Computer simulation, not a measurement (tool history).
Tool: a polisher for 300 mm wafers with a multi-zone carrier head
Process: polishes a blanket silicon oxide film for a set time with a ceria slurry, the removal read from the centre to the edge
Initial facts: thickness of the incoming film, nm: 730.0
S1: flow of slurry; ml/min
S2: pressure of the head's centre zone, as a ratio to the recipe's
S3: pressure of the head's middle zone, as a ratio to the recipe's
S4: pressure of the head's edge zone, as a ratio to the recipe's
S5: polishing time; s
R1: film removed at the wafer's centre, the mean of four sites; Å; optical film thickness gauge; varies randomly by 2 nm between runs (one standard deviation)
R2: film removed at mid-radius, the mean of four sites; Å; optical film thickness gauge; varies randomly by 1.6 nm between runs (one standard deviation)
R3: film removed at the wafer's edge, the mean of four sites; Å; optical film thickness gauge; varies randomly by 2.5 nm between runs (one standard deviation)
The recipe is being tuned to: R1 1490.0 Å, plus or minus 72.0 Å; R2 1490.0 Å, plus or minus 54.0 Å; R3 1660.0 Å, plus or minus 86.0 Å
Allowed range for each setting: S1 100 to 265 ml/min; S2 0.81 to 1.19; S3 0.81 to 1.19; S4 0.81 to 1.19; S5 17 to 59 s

run	hour	S1	S2	S3	S4	S5	R1	R2	R3
1	0.0	170	1.00	1.00	1.00	38	2150.2	2137.8	2101.5
2	4.9	165	0.99	0.98	1.00	37	2117.6	2001.0	2064.0
3	13.9	135	0.99	0.98	1.00	37	1980.1	1949.0	1993.9
4	22.6	120	0.99	0.98	1.00	37	1904.1	1879.7	1937.3
5	30.8	120	0.98	0.97	1.00	36	1837.1	1803.6	1934.8
6	34.8	120	0.98	0.97	1.00	33	1704.4	1690.1	1709.5
7	36.7	120	0.97	0.96	1.00	33	1696.1	1632.2	1769.8
8	39.3	120	0.96	0.96	1.00	33	1657.8	1682.8	1789.9

5 next moves are on the table. One of them brings every result within its allowed miss. Which?
A	41.9	115	0.93	0.90	1.02	34	?	?	?
B	41.9	165	1.06	0.94	1.01	30	?	?	?
C	41.9	130	1.05	1.06	0.89	29	?	?	?
D	41.9	120	1.18	0.88	0.96	31	?	?	?
E	41.9	145	0.90	0.91	1.05	30	?	?	?

move	R1	R2	R3
A	1660.6	1606.4	1748.5
B	1764.6	1581.9	1621.2
C	1605.5	1599.1	1424.9
D	1835.3	1454.4	1560.3
E	1519.3	1507.1	1624.0
A: nearer than the last run, and not there yet
B: lands further from the targets than the last run did
C: nearer than the last run, and not there yet
D: brings the last run's worst result on target, with another outside its allowed miss
E: each result inside its tolerance
The right move is E.
